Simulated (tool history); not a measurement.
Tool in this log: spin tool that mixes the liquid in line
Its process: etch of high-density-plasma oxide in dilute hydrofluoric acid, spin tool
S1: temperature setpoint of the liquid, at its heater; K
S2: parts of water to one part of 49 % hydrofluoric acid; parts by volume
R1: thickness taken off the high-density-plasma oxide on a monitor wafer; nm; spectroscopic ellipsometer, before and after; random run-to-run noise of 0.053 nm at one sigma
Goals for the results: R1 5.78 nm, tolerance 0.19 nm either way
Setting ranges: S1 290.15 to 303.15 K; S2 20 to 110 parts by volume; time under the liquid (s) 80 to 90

Run 1, hour 0: S1 295.15 K, S2 60 parts by volume, time under the liquid (s) 80. Result: R1 6.7169 nm.
Run 2, hour 1: S1 295.15 K, S2 75 parts by volume, time under the liquid (s) 80. Result: R1 5.1717 nm.
Run 3, hour 4.9: S1 295.15 K, S2 75 parts by volume, time under the liquid (s) 80. Result: R1 5.223 nm.
Run 4, hour 6.7: S1 292.15 K, S2 75 parts by volume, time under the liquid (s) 80. Result: R1 4.6014 nm.
Run 5, hour 15.5: S1 293.65 K, S2 75 parts by volume, time under the liquid (s) 80. Result: R1 4.907 nm.
Run 6, hour 20: S1 295.15 K, S2 75 parts by volume, time under the liquid (s) 80. Result: R1 5.1603 nm.
Run 7, hour 24.6: S1 296.15 K, S2 75 parts by volume, time under the liquid (s) 80. Result: R1 5.3903 nm.
Run 8, hour 33.2: S1 296.65 K, S2 75 parts by volume, time under the liquid (s) 80. Result: R1 5.5292 nm.

Of the 4 settings listed for the next run, only one would bring every result within its allowed miss of target. Which one?
Run A, hour 41.8: S1 294.15 K, S2 70 parts by volume, time under the liquid (s) 80. Result: R1 ?.
Run B, hour 41.8: S1 298.65 K, S2 85 parts by volume, time under the liquid (s) 80. Result: R1 ?.
Run C, hour 41.8: S1 297.65 K, S2 85 parts by volume, time under the liquid (s) 85. Result: R1 ?.
Run D, hour 41.8: S1 294.65 K, S2 70 parts by volume, time under the liquid (s) 85. Result: R1 ?.

move      R1
   A  5.4129
   B  5.2506
   C  5.3615
   D  5.8717
A: the biggest miss grows against the last run
B: the biggest miss grows against the last run
C: the biggest miss grows against the last run
D: hits every target within its allowed miss
The move that meets every target is D.
